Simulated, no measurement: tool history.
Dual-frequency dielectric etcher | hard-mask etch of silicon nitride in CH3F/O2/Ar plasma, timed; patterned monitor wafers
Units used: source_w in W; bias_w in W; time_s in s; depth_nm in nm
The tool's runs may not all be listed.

run,day,source_w,bias_w,time_s,depth_nm
1,0.000,290,90,109.5,72.210
2,0.312,290,100,109.5,74.444
3,0.467,290,85,109.5,69.673
4,0.683,290,85,109.5,71.101
5,0.912,250,85,109.5,64.196
6,1.042,270,86,109.5,67.411
7,1.208,290,87,109.5,71.296
8,1.404,290,87,109.5,70.599

What does the tool deliver on the next run?
9,1.596,300,88,109.5,?

{"run 9": {"depth_nm": 73.079}}

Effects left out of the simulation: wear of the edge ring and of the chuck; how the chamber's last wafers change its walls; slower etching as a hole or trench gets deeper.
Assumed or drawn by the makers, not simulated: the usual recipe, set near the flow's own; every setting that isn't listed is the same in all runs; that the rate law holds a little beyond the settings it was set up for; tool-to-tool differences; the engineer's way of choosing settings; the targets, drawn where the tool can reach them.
